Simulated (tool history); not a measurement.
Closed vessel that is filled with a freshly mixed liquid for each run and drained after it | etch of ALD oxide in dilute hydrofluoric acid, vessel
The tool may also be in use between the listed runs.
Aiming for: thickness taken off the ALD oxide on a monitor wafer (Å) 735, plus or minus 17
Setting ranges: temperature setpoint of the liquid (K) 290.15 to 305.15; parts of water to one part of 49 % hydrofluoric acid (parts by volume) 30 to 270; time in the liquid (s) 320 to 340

| run | hour | temperature setpoint of the liquid (K) | parts of water to one part of 49 % hydrofluoric acid (parts by volume) | time in the liquid (s) | thickness taken off the ALD oxide on a monitor wafer (Å) |
|---|---|---|---|---|---|
| 1 | 0 | 297.15 | 150 | 320 | 227.33 |
| 2 | 6.6 | 297.15 | 150 | 340 | 241.9 |
| 3 | 8.9 | 297.15 | 185 | 340 | 190.61 |
| 4 | 10.4 | 299.15 | 145 | 340 | 274.62 |
| 5 | 11.9 | 299.15 | 110 | 340 | 374.27 |
| 6 | 14.7 | 296.65 | 110 | 340 | 342.85 |
| 7 | 15.2 | 298.65 | 95 | 340 | 436.48 |
| 8 | 16.4 | 300.15 | 85 | 340 | 527.17 |
| 9 | 21.2 | 300.15 | 85 | 340 | 519.31 |
| 10 | 25.6 | 301.65 | 80 | 340 | 591.86 |
| 11 | 32.9 | 302.65 | 80 | 340 | 614.52 |
|  | 35.6 | thermometer replaced |
| 12 | 35.6 | 303.15 | 80 | 340 | 601.76 |
| 13 | 39.4 | 303.65 | 75 | 340 | 660.03 |

Consider the 4 candidate settings below. Which is the only one whose results all fall within their allowed miss of target?
| A | 43.2 | 305.15 | 65 | 330 | ? |
| B | 43.2 | 302.65 | 80 | 340 | ? |
| C | 43.2 | 300.15 | 75 | 340 | ? |
| D | 43.2 | 304.65 | 70 | 340 | ? |

| move | thickness taken off the ALD oxide on a monitor wafer (Å) |
|---|---|
| A | 794.8 |
| B | 591.25 |
| C | 576.36 |
| D | 740.29 |
A: carries the result that was furthest off beyond its target, to the other side
B: further off than the last run
C: further off than the last run
D: all results in spec
Correct choice: D, which meets every target
